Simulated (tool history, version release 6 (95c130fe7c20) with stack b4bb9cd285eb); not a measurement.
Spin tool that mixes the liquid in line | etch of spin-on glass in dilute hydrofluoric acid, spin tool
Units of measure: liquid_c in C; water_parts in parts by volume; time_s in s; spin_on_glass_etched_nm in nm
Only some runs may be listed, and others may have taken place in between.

Run 1, hour 0: liquid_c 24 C, water_parts 185 parts by volume, time_s 45 s. Result: spin_on_glass_etched_nm 7.2066 nm.
Run 2, hour 2.9: liquid_c 24 C, water_parts 185 parts by volume, time_s 50 s. Result: spin_on_glass_etched_nm 7.965 nm.
Run 3, hour 5.3: liquid_c 24 C, water_parts 185 parts by volume, time_s 50 s. Result: spin_on_glass_etched_nm 7.9871 nm.
Run 4, hour 9.1: liquid_c 25 C, water_parts 180 parts by volume, time_s 50 s. Result: spin_on_glass_etched_nm 8.5978 nm.
Run 5, hour 14.9: liquid_c 25 C, water_parts 180 parts by volume, time_s 45 s. Result: spin_on_glass_etched_nm 7.7326 nm.
Run 6, hour 16: liquid_c 25 C, water_parts 180 parts by volume, time_s 50 s. Result: spin_on_glass_etched_nm 8.5604 nm.

For run 7, what comes out?
Run 7, hour 16.6: liquid_c 26 C, water_parts 175 parts by volume, time_s 50 s. Result: spin_on_glass_etched_nm ?.

Run 7 measured spin_on_glass_etched_nm 9.1566 nm.
